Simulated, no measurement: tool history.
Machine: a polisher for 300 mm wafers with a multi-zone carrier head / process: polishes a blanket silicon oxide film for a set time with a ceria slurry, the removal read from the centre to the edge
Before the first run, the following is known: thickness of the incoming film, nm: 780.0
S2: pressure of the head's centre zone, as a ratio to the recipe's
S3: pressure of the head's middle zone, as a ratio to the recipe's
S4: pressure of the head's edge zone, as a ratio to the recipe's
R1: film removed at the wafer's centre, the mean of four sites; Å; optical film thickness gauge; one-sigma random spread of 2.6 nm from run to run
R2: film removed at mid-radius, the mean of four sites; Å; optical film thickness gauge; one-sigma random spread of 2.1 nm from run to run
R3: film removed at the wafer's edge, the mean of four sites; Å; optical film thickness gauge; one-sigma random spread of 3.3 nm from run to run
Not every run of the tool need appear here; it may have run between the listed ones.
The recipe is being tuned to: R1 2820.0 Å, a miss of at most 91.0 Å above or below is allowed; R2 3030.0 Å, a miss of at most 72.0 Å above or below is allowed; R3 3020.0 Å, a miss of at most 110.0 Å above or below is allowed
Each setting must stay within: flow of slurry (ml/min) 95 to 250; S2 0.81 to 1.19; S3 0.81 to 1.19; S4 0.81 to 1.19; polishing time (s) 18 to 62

Run 1, hour 0.0: flow of slurry (ml/min) 160, S2 1.00, S3 1.00, S4 1.00, polishing time (s) 40. Result: R1 2464.0 Å, R2 2433.0 Å, R3 2446.8 Å.
Run 2, hour 6.0: flow of slurry (ml/min) 185, S2 1.00, S3 1.00, S4 1.00, polishing time (s) 40. Result: R1 2526.8 Å, R2 2494.6 Å, R3 2497.9 Å.
Run 3, hour 6.9: flow of slurry (ml/min) 185, S2 1.08, S3 1.00, S4 1.00, polishing time (s) 40. Result: R1 2698.5 Å, R2 2488.5 Å, R3 2510.4 Å.
Run 4, hour 15.4: flow of slurry (ml/min) 185, S2 1.08, S3 1.00, S4 0.96, polishing time (s) 40. Result: R1 2702.5 Å, R2 2516.9 Å, R3 2454.8 Å.
At hour 18.6: edge zone pressure recalibrated.
Run 5, hour 18.6: flow of slurry (ml/min) 185, S2 1.16, S3 1.00, S4 0.96, polishing time (s) 40. Result: R1 2884.2 Å, R2 2503.5 Å, R3 2333.9 Å.
Run 6, hour 21.5: flow of slurry (ml/min) 200, S2 1.16, S3 1.00, S4 0.96, polishing time (s) 40. Result: R1 2930.7 Å, R2 2528.0 Å, R3 2358.6 Å.
Run 7, hour 24.3: flow of slurry (ml/min) 205, S2 1.12, S3 1.03, S4 1.01, polishing time (s) 41. Result: R1 2911.6 Å, R2 2659.8 Å, R3 2442.7 Å.
Run 8, hour 28.3: flow of slurry (ml/min) 205, S2 1.07, S3 1.03, S4 1.02, polishing time (s) 42. Result: R1 2844.4 Å, R2 2707.9 Å, R3 2550.9 Å.
Run 9, hour 33.1: flow of slurry (ml/min) 205, S2 1.03, S3 1.03, S4 1.03, polishing time (s) 43. Result: R1 2791.3 Å, R2 2794.4 Å, R3 2615.0 Å.
Run 10, hour 36.4: flow of slurry (ml/min) 200, S2 1.00, S3 1.02, S4 1.04, polishing time (s) 44. Result: R1 2774.3 Å, R2 2828.0 Å, R3 2689.6 Å.
Run 11, hour 40.7: flow of slurry (ml/min) 200, S2 0.98, S3 1.01, S4 1.05, polishing time (s) 45. Result: R1 2724.5 Å, R2 2834.0 Å, R3 2768.8 Å.

Exercise: of the 5 proposed moves below, exactly one satisfies all targets within the stated allowed misses. Which move is it?
Run A, hour 45.0: flow of slurry (ml/min) 245, S2 0.87, S3 1.05, S4 1.11, polishing time (s) 46. Result: R1 ?, R2 ?, R3 ?.
Run B, hour 45.0: flow of slurry (ml/min) 180, S2 0.95, S3 0.92, S4 1.12, polishing time (s) 47. Result: R1 ?, R2 ?, R3 ?.
Run C, hour 45.0: flow of slurry (ml/min) 175, S2 0.95, S3 1.06, S4 0.91, polishing time (s) 45. Result: R1 ?, R2 ?, R3 ?.
Run D, hour 45.0: flow of slurry (ml/min) 200, S2 0.96, S3 1.16, S4 0.92, polishing time (s) 44. Result: R1 ?, R2 ?, R3 ?.
Run E, hour 45.0: flow of slurry (ml/min) 200, S2 0.87, S3 0.91, S4 0.95, polishing time (s) 52. Result: R1 ?, R2 ?, R3 ?.

move      R1      R2      R3
   A  2644.3  3132.4  2889.9
   B  2831.7  2759.7  2891.5
   C  2702.6  2967.1  2504.0
   D  2723.7  3187.5  2487.5
   E  2909.6  3067.9  2991.9
A: pushes the last run's worst result past its target
B: its largest miss is bigger than the last run's
C: the furthest-off result lands on target, but another misses its tolerance
D: pushes the last run's worst result past its target
E: meets every target
So the answer is move E, the one that meets all the targets.
